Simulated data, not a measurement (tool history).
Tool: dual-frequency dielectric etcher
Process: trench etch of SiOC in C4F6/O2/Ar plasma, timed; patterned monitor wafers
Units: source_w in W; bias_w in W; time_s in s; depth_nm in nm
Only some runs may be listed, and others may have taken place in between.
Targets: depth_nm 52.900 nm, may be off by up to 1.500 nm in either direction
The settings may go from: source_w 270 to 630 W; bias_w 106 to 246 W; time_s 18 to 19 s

| run | day | source_w | bias_w | time_s | depth_nm |
|---|---|---|---|---|---|
| 1 | 0.000 | 450 | 176 | 18 | 43.017 |
| 2 | 0.254 | 460 | 180 | 18 | 43.652 |
| 3 | 0.508 | 460 | 203 | 18 | 46.308 |
| 4 | 0.758 | 470 | 205 | 18 | 46.756 |
| 5 | 0.817 | 480 | 207 | 18 | 47.209 |
| 6 | 1.046 | 490 | 209 | 18 | 47.766 |
| 7 | 1.242 | 500 | 211 | 18 | 47.994 |
| 8 | 1.304 | 510 | 214 | 18 | 48.922 |

Exactly one of the 5 candidate moves below puts every result within its allowed miss. Which one?
| A | 1.367 | 520 | 196 | 18 | ? |
| B | 1.367 | 540 | 189 | 19 | ? |
| C | 1.367 | 480 | 242 | 18 | ? |
| D | 1.367 | 530 | 224 | 19 | ? |
| E | 1.367 | 440 | 190 | 19 | ? |

| move | depth_nm |
|---|---|
| A | 46.946 |
| B | 49.251 |
| C | 50.604 |
| D | 53.011 |
| E | 46.589 |
A: lands further from the targets than the last run did
B: moves toward the targets from the last run without getting all of them in spec
C: moves toward the targets from the last run without getting all of them in spec
D: every result within its allowed miss
E: lands further from the targets than the last run did
Correct choice: D, which meets every target

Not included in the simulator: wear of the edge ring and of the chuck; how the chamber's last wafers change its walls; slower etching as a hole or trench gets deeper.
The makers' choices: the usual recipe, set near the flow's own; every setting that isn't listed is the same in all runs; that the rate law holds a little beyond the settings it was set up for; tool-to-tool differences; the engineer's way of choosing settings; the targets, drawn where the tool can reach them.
